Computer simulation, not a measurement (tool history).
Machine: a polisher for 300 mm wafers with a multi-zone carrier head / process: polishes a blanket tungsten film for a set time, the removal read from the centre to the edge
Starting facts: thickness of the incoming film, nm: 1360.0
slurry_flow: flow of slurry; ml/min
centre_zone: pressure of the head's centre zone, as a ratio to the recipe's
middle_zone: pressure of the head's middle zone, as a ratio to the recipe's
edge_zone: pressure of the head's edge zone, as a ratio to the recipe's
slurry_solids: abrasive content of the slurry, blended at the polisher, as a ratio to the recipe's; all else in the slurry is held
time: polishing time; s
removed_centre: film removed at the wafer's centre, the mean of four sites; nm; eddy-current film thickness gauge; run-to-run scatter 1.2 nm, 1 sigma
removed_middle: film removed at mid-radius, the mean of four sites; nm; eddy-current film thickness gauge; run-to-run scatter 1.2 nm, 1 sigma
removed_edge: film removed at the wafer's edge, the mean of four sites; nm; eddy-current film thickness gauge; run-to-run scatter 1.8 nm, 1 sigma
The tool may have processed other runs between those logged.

{"run": 1, "hour": 0.0, "slurry_flow": 310, "centre_zone": 1, "middle_zone": 1, "edge_zone": 1, "slurry_solids": 1, "time": 84, "removed_centre": 244.94, "removed_middle": 243.73, "removed_edge": 243.18}
{"run": 2, "hour": 3.6, "slurry_flow": 310, "centre_zone": 0.98, "middle_zone": 0.98, "edge_zone": 0.96, "slurry_solids": 0.85, "time": 71, "removed_centre": 198.84, "removed_middle": 197.53, "removed_edge": 199.35}
{"run": 3, "hour": 7.8, "slurry_flow": 310, "centre_zone": 0.97, "middle_zone": 0.97, "edge_zone": 0.93, "slurry_solids": 0.75, "time": 61, "removed_centre": 162.09, "removed_middle": 161.96, "removed_edge": 169.24}
{"run": 4, "hour": 9.1, "slurry_flow": 315, "centre_zone": 0.99, "middle_zone": 0.98, "edge_zone": 0.9, "slurry_solids": 0.7, "time": 56, "removed_centre": 150.52, "removed_middle": 148.3, "removed_edge": 146.5}
{"run": 5, "hour": 17.5, "slurry_flow": 315, "centre_zone": 1.02, "middle_zone": 0.98, "edge_zone": 0.9, "slurry_solids": 0.7, "time": 56, "removed_centre": 152.48, "removed_middle": 148.12, "removed_edge": 141.86}
{"run": 6, "hour": 22.7, "slurry_flow": 310, "centre_zone": 1.01, "middle_zone": 0.97, "edge_zone": 0.88, "slurry_solids": 0.65, "time": 54, "removed_centre": 145.24, "removed_middle": 139.48, "removed_edge": 132.71}
{"run": 7, "hour": 27.2, "slurry_flow": 275, "centre_zone": 0.91, "middle_zone": 0.87, "edge_zone": 0.84, "slurry_solids": 0.55, "time": 54, "removed_centre": 125.66, "removed_middle": 121.35, "removed_edge": 128.88}

Run 8 comes next. What will it give?
{"run": 8, "hour": 30.5, "slurry_flow": 275, "centre_zone": 0.91, "middle_zone": 0.87, "edge_zone": 0.84, "slurry_solids": 0.55, "time": 54, "removed_centre": "?", "removed_middle": "?", "removed_edge": "?"}

{"run 8": {"removed_centre": 125.52, "removed_middle": 121.51, "removed_edge": 126.98}}

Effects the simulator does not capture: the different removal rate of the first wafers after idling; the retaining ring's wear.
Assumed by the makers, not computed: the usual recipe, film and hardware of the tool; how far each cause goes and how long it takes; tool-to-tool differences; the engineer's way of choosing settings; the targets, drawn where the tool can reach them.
